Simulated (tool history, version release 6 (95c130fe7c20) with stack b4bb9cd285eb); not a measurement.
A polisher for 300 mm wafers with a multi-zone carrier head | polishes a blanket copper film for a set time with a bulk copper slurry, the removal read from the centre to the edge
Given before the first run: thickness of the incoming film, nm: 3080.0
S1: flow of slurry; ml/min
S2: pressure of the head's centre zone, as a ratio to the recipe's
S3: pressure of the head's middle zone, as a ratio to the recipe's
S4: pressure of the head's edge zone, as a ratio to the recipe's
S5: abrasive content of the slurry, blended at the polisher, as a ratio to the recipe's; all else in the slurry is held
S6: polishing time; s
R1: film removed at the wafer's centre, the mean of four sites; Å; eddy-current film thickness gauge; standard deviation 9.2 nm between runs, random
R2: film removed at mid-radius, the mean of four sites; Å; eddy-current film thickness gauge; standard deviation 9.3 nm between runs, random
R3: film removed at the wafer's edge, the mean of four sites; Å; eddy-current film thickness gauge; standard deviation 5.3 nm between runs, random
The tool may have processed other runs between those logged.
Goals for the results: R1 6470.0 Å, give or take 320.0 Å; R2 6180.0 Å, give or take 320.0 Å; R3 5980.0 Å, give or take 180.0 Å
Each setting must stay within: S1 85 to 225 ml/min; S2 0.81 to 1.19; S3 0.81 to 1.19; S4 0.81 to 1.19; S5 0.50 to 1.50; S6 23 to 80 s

| run | hour | S1 | S2 | S3 | S4 | S5 | S6 | R1 | R2 | R3 |
|---|---|---|---|---|---|---|---|---|---|---|
| 1 | 0.0 | 145 | 1.00 | 1.00 | 1.00 | 1.00 | 51 | 4528.1 | 4423.1 | 4413.9 |
| 2 | 8.7 | 150 | 1.02 | 1.02 | 1.02 | 1.10 | 52 | 4729.5 | 4854.0 | 4755.4 |
| 3 | 10.0 | 150 | 1.02 | 1.02 | 1.02 | 1.20 | 52 | 4927.9 | 4806.0 | 4820.4 |
| 4 | 14.5 | 160 | 1.05 | 1.04 | 1.04 | 1.25 | 52 | 5057.6 | 4871.6 | 4876.9 |
| 5 | 19.2 | 160 | 1.10 | 1.04 | 1.04 | 1.25 | 52 | 5178.2 | 4908.1 | 4971.9 |
| 6 | 22.3 | 160 | 1.05 | 1.04 | 1.04 | 1.25 | 52 | 5051.5 | 5032.0 | 4828.0 |
| 7 | 29.2 | 160 | 1.05 | 1.04 | 1.04 | 1.25 | 52 | 4973.7 | 4888.0 | 4916.9 |
| 8 | 30.8 | 160 | 1.07 | 1.05 | 1.03 | 1.30 | 54 | 5403.6 | 5152.8 | 5140.9 |
| 9 | 39.1 | 165 | 1.08 | 1.06 | 1.04 | 1.35 | 55 | 5581.5 | 5455.6 | 5188.8 |
| 10 | 47.5 | 165 | 1.09 | 1.06 | 1.06 | 1.40 | 56 | 5573.4 | 5464.2 | 5512.8 |

Of the 5 settings listed for the next run, only one would bring every result within its allowed miss of target. Which one?
| A | 55.9 | 175 | 0.87 | 1.19 | 1.10 | 1.15 | 68 | ? | ? | ? |
| B | 55.9 | 120 | 1.13 | 1.08 | 1.03 | 1.30 | 65 | ? | ? | ? |
| C | 55.9 | 170 | 1.02 | 0.98 | 1.05 | 1.20 | 53 | ? | ? | ? |
| D | 55.9 | 160 | 1.08 | 1.02 | 1.12 | 1.50 | 63 | ? | ? | ? |
| E | 55.9 | 125 | 0.97 | 1.08 | 1.16 | 1.40 | 64 | ? | ? | ? |

| move | R1 | R2 | R3 |
|---|---|---|---|
| A | 5575.2 | 7132.3 | 6538.8 |
| B | 6453.6 | 6287.7 | 6012.2 |
| C | 4973.0 | 4961.9 | 5019.0 |
| D | 6438.7 | 6271.4 | 6412.1 |
| E | 5705.6 | 6318.4 | 6402.4 |
A: lands further from the targets than the last run did
B: hits every target within its allowed miss
C: lands further from the targets than the last run did
D: puts the biggest miss on target and leaves a different result outside tolerance
E: better than the last run, though not everything is in spec
Answer: B
